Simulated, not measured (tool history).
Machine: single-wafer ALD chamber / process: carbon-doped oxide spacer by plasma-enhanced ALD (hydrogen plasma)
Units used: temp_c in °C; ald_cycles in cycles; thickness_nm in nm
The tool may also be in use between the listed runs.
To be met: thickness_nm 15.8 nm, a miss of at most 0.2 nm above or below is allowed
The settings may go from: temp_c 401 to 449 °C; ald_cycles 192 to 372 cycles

{"run": 1, "day": 0.0, "temp_c": 425, "ald_cycles": 282, "thickness_nm": 14.059}
{"run": 2, "day": 0.342, "temp_c": 425, "ald_cycles": 268, "thickness_nm": 13.305}
{"run": 3, "day": 0.604, "temp_c": 425, "ald_cycles": 288, "thickness_nm": 14.307}
{"run": 4, "day": 0.629, "temp_c": 425, "ald_cycles": 267, "thickness_nm": 13.253}
{"run": 5, "day": 0.908, "temp_c": 425, "ald_cycles": 238, "thickness_nm": 11.757}
{"run": 6, "day": 0.95, "temp_c": 421, "ald_cycles": 251, "thickness_nm": 12.591}
{"run": 7, "day": 1.208, "temp_c": 417, "ald_cycles": 261, "thickness_nm": 13.274}
{"run": 8, "day": 1.325, "temp_c": 414, "ald_cycles": 268, "thickness_nm": 13.736}
{"run": 9, "day": 1.475, "temp_c": 412, "ald_cycles": 274, "thickness_nm": 14.168}
{"run": 10, "day": 1.604, "temp_c": 410, "ald_cycles": 279, "thickness_nm": 14.509}
{"run": 11, "day": 1.804, "temp_c": 409, "ald_cycles": 283, "thickness_nm": 14.749}
{"run": 12, "day": 2.083, "temp_c": 408, "ald_cycles": 286, "thickness_nm": 14.871}
{"run": 13, "day": 2.417, "temp_c": 407, "ald_cycles": 289, "thickness_nm": 15.076}

Exactly one of the 4 candidate moves below puts every result within its allowed miss. Which one?
{"run": "A", "day": 2.75, "temp_c": 415, "ald_cycles": 320, "thickness_nm": "?"}
{"run": "B", "day": 2.75, "temp_c": 411, "ald_cycles": 270, "thickness_nm": "?"}
{"run": "C", "day": 2.75, "temp_c": 405, "ald_cycles": 273, "thickness_nm": "?"}
{"run": "D", "day": 2.75, "temp_c": 412, "ald_cycles": 305, "thickness_nm": "?"}

move=A thickness_nm=16.4
move=B thickness_nm=13.995
move=C thickness_nm=14.389
move=D thickness_nm=15.765
A: carries the result that was furthest off beyond its target, to the other side
B: misses by more than the last run did
C: misses by more than the last run did
D: every result within its allowed miss
So the answer is move D, the one that meets all the targets.
